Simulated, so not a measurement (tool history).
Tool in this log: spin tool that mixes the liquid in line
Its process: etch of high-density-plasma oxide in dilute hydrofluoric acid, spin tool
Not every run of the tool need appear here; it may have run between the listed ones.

run	hour	temperature setpoint of the liquid (K)	parts of water to one part of 49 % hydrofluoric acid (parts by volume)	time under the liquid (s)	thickness taken off the high-density-plasma oxide on a monitor wafer (Å)
1	0	297.15	185	270	59.788
2	0.8	296.15	190	270	56.416
3	5.7	295.15	195	270	52.225
4	13.7	295.15	165	270	63.62
5	17.2	296.65	165	270	67.643
6	20.3	295.65	170	270	62.152
7	24.7	294.65	175	270	58.794
8	28	294.15	180	270	54.944
9	32	293.65	185	270	52.802
10	38	293.15	190	270	49.943
11	43.6	292.65	195	270	47.288
12	51.8	292.65	195	270	47.666
13	59.6	292.15	195	270	46.684
14	68.3	291.65	195	270	45.362

For run 15, what comes out?
15	75.7	290.65	200	270	?

thickness taken off the high-density-plasma oxide on a monitor wafer (Å): 42.355
